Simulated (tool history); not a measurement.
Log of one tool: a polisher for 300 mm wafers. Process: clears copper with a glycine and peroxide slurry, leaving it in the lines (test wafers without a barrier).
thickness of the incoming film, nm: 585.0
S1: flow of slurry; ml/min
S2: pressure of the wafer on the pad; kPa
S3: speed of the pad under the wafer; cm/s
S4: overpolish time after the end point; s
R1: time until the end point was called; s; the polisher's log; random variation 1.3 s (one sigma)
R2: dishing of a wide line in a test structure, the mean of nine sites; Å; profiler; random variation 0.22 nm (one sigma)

run	hour	S1	S2	S3	S4	R1	R2
1	0	275	15.2	78	13	132.83	171.03
2	8.3	275	15.2	98	13	116.59	170.34
3	13.7	275	16.5	100	13	107.51	170.81
4	18.9	275	16.5	86	13	116.91	171.17
5	24.5	275	13.8	86	13	129.16	169.59
6	26.1	275	13.8	78	13	137.92	170.03
7	31.9	280	16.5	84	13	119.32	170.94
8	40.4	280	18.6	86	14	107.77	177.13

Forecast run 9:
9	44.7	280	20	88	14	?	?

{"run 9": {"R1": 103.34, "R2": 181.46}}

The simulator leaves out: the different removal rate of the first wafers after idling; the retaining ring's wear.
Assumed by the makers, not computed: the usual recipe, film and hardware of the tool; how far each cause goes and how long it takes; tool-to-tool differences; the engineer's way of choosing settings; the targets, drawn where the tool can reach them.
